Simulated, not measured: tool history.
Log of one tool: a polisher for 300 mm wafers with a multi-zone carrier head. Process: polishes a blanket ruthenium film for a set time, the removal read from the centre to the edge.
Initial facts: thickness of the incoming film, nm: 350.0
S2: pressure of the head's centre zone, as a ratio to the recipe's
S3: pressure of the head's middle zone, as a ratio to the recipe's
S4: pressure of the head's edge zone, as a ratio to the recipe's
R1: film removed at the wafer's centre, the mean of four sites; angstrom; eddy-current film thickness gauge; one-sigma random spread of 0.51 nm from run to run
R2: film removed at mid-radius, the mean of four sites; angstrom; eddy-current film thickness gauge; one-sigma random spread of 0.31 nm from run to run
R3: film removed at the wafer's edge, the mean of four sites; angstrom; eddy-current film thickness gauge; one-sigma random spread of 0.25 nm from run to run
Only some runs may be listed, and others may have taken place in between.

run 1 day=0.000 | flow_of_slurry_(ml/min)=285 S2=1.00 S3=1.00 S4=1.00 polishing_time_(s)=75 | R1=561.22 R2=570.25 R3=568.93
run 2 day=0.342 | flow_of_slurry_(ml/min)=280 S2=0.98 S3=0.99 S4=0.95 polishing_time_(s)=67 | R1=499.88 R2=511.20 R3=501.38
run 3 day=0.525 | flow_of_slurry_(ml/min)=280 S2=0.98 S3=0.95 S4=0.95 polishing_time_(s)=67 | R1=503.01 R2=496.37 R3=501.23
run 4 day=0.625 | flow_of_slurry_(ml/min)=280 S2=0.94 S3=0.95 S4=0.95 polishing_time_(s)=67 | R1=489.91 R2=490.41 R3=503.25
run 5 day=0.858 | flow_of_slurry_(ml/min)=280 S2=1.00 S3=0.95 S4=0.95 polishing_time_(s)=67 | R1=508.87 R2=490.10 R3=495.90
run 6 day=1.004 | flow_of_slurry_(ml/min)=280 S2=1.00 S3=0.95 S4=0.91 polishing_time_(s)=67 | R1=505.68 R2=497.30 R3=489.35
run 7 day=1.333 | flow_of_slurry_(ml/min)=270 S2=0.97 S3=0.95 S4=0.88 polishing_time_(s)=62 | R1=446.23 R2=455.82 R3=446.13
run 8 day=1.704 | flow_of_slurry_(ml/min)=255 S2=0.97 S3=0.95 S4=0.86 polishing_time_(s)=60 | R1=427.83 R2=439.41 R3=427.15
run 9 day=1.979 | flow_of_slurry_(ml/min)=240 S2=0.97 S3=0.95 S4=0.84 polishing_time_(s)=59 | R1=428.16 R2=426.98 R3=407.59
run 10 day=2.129 | flow_of_slurry_(ml/min)=230 S2=0.94 S3=0.95 S4=0.83 polishing_time_(s)=59 | R1=412.49 R2=429.13 R3=409.11
run 11 day=2.404 | flow_of_slurry_(ml/min)=220 S2=0.93 S3=0.95 S4=0.82 polishing_time_(s)=58 | R1=391.67 R2=416.58 R3=396.45

Run 12 has not been measured yet. What should we expect?
run 12 day=2.688 | flow_of_slurry_(ml/min)=215 S2=0.93 S3=0.95 S4=0.82 polishing_time_(s)=58 | R1=? R2=? R3=?

{"run 12": {"R1": 408.03, "R2": 420.92, "R3": 399.62}}
